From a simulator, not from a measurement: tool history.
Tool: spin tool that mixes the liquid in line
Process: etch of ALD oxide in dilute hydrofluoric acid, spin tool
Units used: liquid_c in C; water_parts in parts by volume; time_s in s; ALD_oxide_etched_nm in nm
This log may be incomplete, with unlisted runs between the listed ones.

| run | hour | liquid_c | water_parts | time_s | ALD_oxide_etched_nm |
|---|---|---|---|---|---|
| 1 | 0.0 | 21.0 | 135 | 135 | 22.532 |
| 2 | 8.1 | 22.5 | 135 | 135 | 23.894 |
| 3 | 12.1 | 22.5 | 135 | 135 | 23.716 |
| 4 | 20.0 | 23.0 | 125 | 135 | 26.576 |
| 5 | 23.9 | 23.5 | 120 | 135 | 28.871 |
| 6 | 29.8 | 24.0 | 115 | 135 | 30.521 |
| 7 | 38.5 | 24.5 | 110 | 135 | 32.581 |
| 8 | 45.3 | 25.0 | 105 | 135 | 35.089 |
| 9 | 47.6 | 25.5 | 100 | 135 | 37.952 |
| 10 | 56.4 | 29.0 | 70 | 135 | 64.414 |
| 11 | 63.0 | 28.5 | 70 | 135 | 62.708 |
| 12 | 67.5 | 27.5 | 70 | 135 | 61.652 |
| 13 | 70.3 | 27.0 | 70 | 135 | 61.075 |

Run 14, settings as shown, results not yet in. Your forecast:
| 14 | 79.1 | 26.5 | 70 | 135 | ? |

ALD_oxide_etched_nm: 58.693 nm
